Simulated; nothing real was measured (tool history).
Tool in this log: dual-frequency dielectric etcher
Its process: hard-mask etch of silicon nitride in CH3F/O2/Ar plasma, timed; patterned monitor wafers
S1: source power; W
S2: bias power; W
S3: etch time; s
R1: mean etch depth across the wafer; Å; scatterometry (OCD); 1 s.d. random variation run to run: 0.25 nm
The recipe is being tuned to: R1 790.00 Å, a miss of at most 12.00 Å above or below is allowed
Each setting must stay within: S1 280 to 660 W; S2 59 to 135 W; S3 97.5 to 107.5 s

{"run": 1, "day": 0.0, "S1": 470, "S2": 97, "S3": 107.5, "R1": 931.5}
{"run": 2, "day": 0.158, "S1": 550, "S2": 97, "S3": 107.5, "R1": 999.81}
{"run": 3, "day": 0.279, "S1": 550, "S2": 82, "S3": 107.5, "R1": 920.51}
{"run": 4, "day": 0.446, "S1": 550, "S2": 82, "S3": 97.5, "R1": 837.74}
{"run": 5, "day": 0.725, "S1": 540, "S2": 82, "S3": 97.5, "R1": 833.51}
{"run": 6, "day": 0.908, "S1": 540, "S2": 89, "S3": 97.5, "R1": 857.07}
{"run": 7, "day": 1.1, "S1": 530, "S2": 89, "S3": 97.5, "R1": 850.37}
{"run": 8, "day": 1.246, "S1": 520, "S2": 89, "S3": 97.5, "R1": 847.67}
{"run": 9, "day": 1.579, "S1": 420, "S2": 86, "S3": 97.5, "R1": 763.93}
{"run": 10, "day": 1.833, "S1": 440, "S2": 86, "S3": 97.5, "R1": 774.37}

Consider the 5 candidate settings below. Which is the only one whose results all fall within their allowed miss of target?
{"run": "A", "day": 2.088, "S1": 320, "S2": 103, "S3": 104.5, "R1": "?"}
{"run": "B", "day": 2.088, "S1": 440, "S2": 80, "S3": 105.5, "R1": "?"}
{"run": "C", "day": 2.088, "S1": 530, "S2": 68, "S3": 106.0, "R1": "?"}
{"run": "D", "day": 2.088, "S1": 470, "S2": 75, "S3": 105.5, "R1": "?"}
{"run": "E", "day": 2.088, "S1": 440, "S2": 92, "S3": 100.0, "R1": "?"}

move=A R1=791.21
move=B R1=812.55
move=C R1=818.81
move=D R1=810.70
move=E R1=822.40
A: all results in spec
B: takes the result that was furthest off past its target
C: takes the result that was furthest off past its target
D: takes the result that was furthest off past its target
E: takes the result that was furthest off past its target
Go with A: it meets all targets.
